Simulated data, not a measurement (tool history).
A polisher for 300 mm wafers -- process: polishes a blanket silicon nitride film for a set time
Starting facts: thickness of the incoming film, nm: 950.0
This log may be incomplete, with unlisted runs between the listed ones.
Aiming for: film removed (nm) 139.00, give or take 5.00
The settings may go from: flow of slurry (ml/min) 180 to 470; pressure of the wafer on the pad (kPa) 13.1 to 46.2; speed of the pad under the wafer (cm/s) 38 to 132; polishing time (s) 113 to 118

run	hour	flow of slurry (ml/min)	pressure of the wafer on the pad (kPa)	speed of the pad under the wafer (cm/s)	polishing time (s)	film removed (nm)
1	0.0	300	29.6	84	113	198.69
2	1.5	300	24.1	84	113	171.24
3	3.4	300	22.1	84	113	159.94
4	10.3	300	22.1	92	113	168.52
5	11.9	300	20.0	92	113	159.24
6	14.0	300	20.0	92	118	166.82
7	18.1	300	17.9	92	118	154.49
# hour 24.0: slurry nozzle cleaned
8	24.0	300	17.2	92	118	156.31
9	32.8	300	17.2	92	118	153.72
10	34.1	300	17.2	92	118	155.52
11	35.0	300	15.9	92	118	146.42

Which one of the following 4 next-run settings gets every result inside its allowed miss? There is exactly one.
A	35.9	310	13.1	106	114	?
B	35.9	305	15.9	102	118	?
C	35.9	345	16.5	98	118	?
D	35.9	285	17.2	96	118	?

move	film removed (nm)
A	140.40
B	157.60
C	158.78
D	157.98
A: meets every target
B: the biggest miss grows against the last run
C: the biggest miss grows against the last run
D: the biggest miss grows against the last run
The right move is A.

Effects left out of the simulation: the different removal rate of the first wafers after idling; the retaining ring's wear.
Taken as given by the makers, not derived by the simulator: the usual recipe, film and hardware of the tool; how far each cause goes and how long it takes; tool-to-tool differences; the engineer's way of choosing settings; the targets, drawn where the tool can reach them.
